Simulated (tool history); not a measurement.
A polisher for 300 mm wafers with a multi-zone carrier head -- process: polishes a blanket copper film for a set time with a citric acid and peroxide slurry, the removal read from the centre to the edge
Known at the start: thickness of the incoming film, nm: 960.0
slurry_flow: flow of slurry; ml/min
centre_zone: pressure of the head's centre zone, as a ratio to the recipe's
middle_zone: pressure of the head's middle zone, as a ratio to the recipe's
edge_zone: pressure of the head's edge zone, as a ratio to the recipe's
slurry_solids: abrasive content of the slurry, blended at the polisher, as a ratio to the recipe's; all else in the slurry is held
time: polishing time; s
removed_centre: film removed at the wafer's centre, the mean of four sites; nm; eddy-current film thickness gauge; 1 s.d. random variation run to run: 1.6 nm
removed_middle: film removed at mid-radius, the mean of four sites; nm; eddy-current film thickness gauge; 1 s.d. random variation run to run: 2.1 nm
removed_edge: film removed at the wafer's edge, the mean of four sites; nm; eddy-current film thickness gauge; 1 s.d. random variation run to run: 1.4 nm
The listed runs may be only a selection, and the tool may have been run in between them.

run 1 hour=0 | slurry_flow=280 centre_zone=1 middle_zone=1 edge_zone=1 slurry_solids=1 time=69 | removed_centre=122.48 removed_middle=118.96 removed_edge=125.35
run 2 hour=4 | slurry_flow=315 centre_zone=1 middle_zone=1 edge_zone=1 slurry_solids=1 time=69 | removed_centre=124.57 removed_middle=120.33 removed_edge=126.55
run 3 hour=11 | slurry_flow=315 centre_zone=1 middle_zone=1 edge_zone=1.05 slurry_solids=1 time=69 | removed_centre=123.16 removed_middle=120.24 removed_edge=128.14
run 4 hour=15.9 | slurry_flow=290 centre_zone=1 middle_zone=1 edge_zone=1.05 slurry_solids=1 time=69 | removed_centre=124.2 removed_middle=117.88 removed_edge=126.48
run 5 hour=24.4 | slurry_flow=300 centre_zone=1.01 middle_zone=1 edge_zone=1.06 slurry_solids=1.1 time=70 | removed_centre=131.5 removed_middle=122.93 removed_edge=133.11
-- hour=28.2 slurry nozzle cleaned
run 6 hour=28.2 | slurry_flow=305 centre_zone=1.01 middle_zone=1.01 edge_zone=1.08 slurry_solids=1.2 time=71 | removed_centre=140.02 removed_middle=128.52 removed_edge=141.35
run 7 hour=35.9 | slurry_flow=340 centre_zone=1.05 middle_zone=1.11 edge_zone=1.18 slurry_solids=1.35 time=72 | removed_centre=152.67 removed_middle=154.09 removed_edge=152.82
run 8 hour=44.4 | slurry_flow=340 centre_zone=1.05 middle_zone=1.09 edge_zone=1.18 slurry_solids=1.35 time=72 | removed_centre=155.06 removed_middle=151.52 removed_edge=152.44
run 9 hour=49.6 | slurry_flow=335 centre_zone=1.05 middle_zone=1.07 edge_zone=1.18 slurry_solids=1.35 time=72 | removed_centre=150.67 removed_middle=145.17 removed_edge=151.35

Run 10 is up next; what results do you expect?
run 10 hour=56.6 | slurry_flow=335 centre_zone=1.05 middle_zone=1.06 edge_zone=1.18 slurry_solids=1.4 time=72 | removed_centre=? removed_middle=? removed_edge=?

removed_centre: 154.83 nm
removed_middle: 144.32 nm
removed_edge: 154.99 nm
